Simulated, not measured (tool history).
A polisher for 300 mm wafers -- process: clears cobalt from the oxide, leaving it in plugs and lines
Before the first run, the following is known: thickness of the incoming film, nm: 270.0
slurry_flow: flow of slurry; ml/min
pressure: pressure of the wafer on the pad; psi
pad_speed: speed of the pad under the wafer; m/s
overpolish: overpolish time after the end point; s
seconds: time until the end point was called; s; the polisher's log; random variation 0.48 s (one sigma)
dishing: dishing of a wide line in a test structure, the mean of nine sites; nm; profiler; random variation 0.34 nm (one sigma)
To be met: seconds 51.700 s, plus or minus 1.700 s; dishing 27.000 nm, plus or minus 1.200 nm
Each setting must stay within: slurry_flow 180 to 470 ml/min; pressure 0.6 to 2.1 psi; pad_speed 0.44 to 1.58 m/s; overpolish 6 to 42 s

run	day	slurry_flow	pressure	pad_speed	overpolish	seconds	dishing
1	0.000	300	1.3	1.00	21	112.430	39.729
2	0.329	295	1.5	1.00	18	97.806	39.745
3	0.454	325	1.6	1.04	16	88.258	38.021
4	0.729	355	1.7	1.06	14	80.722	37.608
5	1.021	380	1.8	1.08	12	74.353	35.325
6	1.283	380	1.8	1.08	19	76.350	49.193
7	1.408	400	1.8	1.14	16	70.909	45.214
8	1.704	355	1.9	1.14	14	68.405	43.255
9	1.746	380	1.9	1.14	12	67.710	38.290
10	1.954	465	2.1	1.16	6	60.415	24.162
11	2.017	465	2.1	1.16	6	59.045	23.826
12	2.067	465	2.1	1.18	6	58.836	24.005
13	2.221	470	2.1	1.34	7	51.174	30.434
# day 2.354: worn pad replaced by a new one
14	2.354	470	2.1	1.32	6	46.975	28.962
15	2.446	460	2.0	1.32	6	49.941	28.254

Of the 4 settings listed for the next run, only one would bring every result within its allowed miss of target. Which one?
A	2.538	455	1.8	1.38	7	?	?
B	2.538	445	2.0	1.20	7	?	?
C	2.538	440	2.1	1.20	7	?	?
D	2.538	470	2.1	1.18	6	?	?

move	seconds	dishing
A	52.802	30.613
B	54.666	29.753
C	52.149	30.926
D	52.796	26.926
A: the biggest miss grows against the last run
B: the biggest miss grows against the last run
C: the biggest miss grows against the last run
D: hits every target within its allowed miss
Answer: D
